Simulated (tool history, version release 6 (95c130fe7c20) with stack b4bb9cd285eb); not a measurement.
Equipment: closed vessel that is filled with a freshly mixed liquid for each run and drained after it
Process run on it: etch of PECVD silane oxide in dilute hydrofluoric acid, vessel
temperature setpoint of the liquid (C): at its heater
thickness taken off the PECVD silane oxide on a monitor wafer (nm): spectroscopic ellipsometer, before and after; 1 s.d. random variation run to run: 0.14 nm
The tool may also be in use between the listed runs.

run	hour	temperature setpoint of the liquid (C)	parts of water to one part of 49 % hydrofluoric acid (parts by volume)	time in the liquid (s)	thickness taken off the PECVD silane oxide on a monitor wafer (nm)
1	0.0	25.0	145	30	8.1485
2	8.1	25.0	170	30	6.5872
3	8.8	26.0	160	30	7.3531
4	12.6	26.0	160	30	7.4506
# hour 20.7: hydrofluoric acid flow meter replaced
5	20.7	28.0	160	30	7.3950
6	23.7	28.0	145	30	8.2748
7	31.0	32.0	90	30	16.4430

What will run 8 give?
8	32.5	32.5	85	30	?

{"run 8": {"thickness taken off the PECVD silane oxide on a monitor wafer (nm)": 18.081}}
